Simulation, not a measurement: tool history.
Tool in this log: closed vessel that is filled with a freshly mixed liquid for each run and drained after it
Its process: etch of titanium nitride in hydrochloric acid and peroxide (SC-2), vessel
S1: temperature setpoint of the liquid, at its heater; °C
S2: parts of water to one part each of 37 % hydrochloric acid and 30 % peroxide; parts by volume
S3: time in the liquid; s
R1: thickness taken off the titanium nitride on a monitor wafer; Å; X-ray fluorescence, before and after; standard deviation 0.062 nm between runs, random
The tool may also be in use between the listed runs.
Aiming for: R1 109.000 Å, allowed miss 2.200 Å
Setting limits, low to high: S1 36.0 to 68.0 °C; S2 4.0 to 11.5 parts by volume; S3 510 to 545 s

Run 1, day 0.000: S1 52.0 °C, S2 6.5 parts by volume, S3 510 s. Result: R1 222.000 Å.
Run 2, day 0.088: S1 58.5 °C, S2 6.5 parts by volume, S3 510 s. Result: R1 336.730 Å.
Run 3, day 0.233: S1 54.0 °C, S2 6.5 parts by volume, S3 510 s. Result: R1 254.330 Å.
Run 4, day 0.258: S1 50.5 °C, S2 6.5 parts by volume, S3 510 s. Result: R1 201.040 Å.
Run 5, day 0.342: S1 50.5 °C, S2 6.5 parts by volume, S3 510 s. Result: R1 203.360 Å.
Run 6, day 0.412: S1 50.5 °C, S2 6.5 parts by volume, S3 545 s. Result: R1 213.860 Å.
Run 7, day 0.658: S1 48.0 °C, S2 6.5 parts by volume, S3 545 s. Result: R1 182.160 Å.
Run 8, day 0.946: S1 40.0 °C, S2 6.5 parts by volume, S3 545 s. Result: R1 104.140 Å.

4 next moves are on the table. One of them brings every result within its allowed miss. Which?
Run A, day 1.233: S1 41.5 °C, S2 6.5 parts by volume, S3 510 s. Result: R1 ?.
Run B, day 1.233: S1 37.5 °C, S2 5.5 parts by volume, S3 545 s. Result: R1 ?.
Run C, day 1.233: S1 39.0 °C, S2 6.5 parts by volume, S3 545 s. Result: R1 ?.
Run D, day 1.233: S1 40.5 °C, S2 7.5 parts by volume, S3 545 s. Result: R1 ?.

move       R1
   A  109.840
   B  100.040
   C   98.312
   D   97.866
A: in spec on every target
B: lands further from the targets than the last run did
C: lands further from the targets than the last run did
D: lands further from the targets than the last run did
Go with A: it meets all targets.
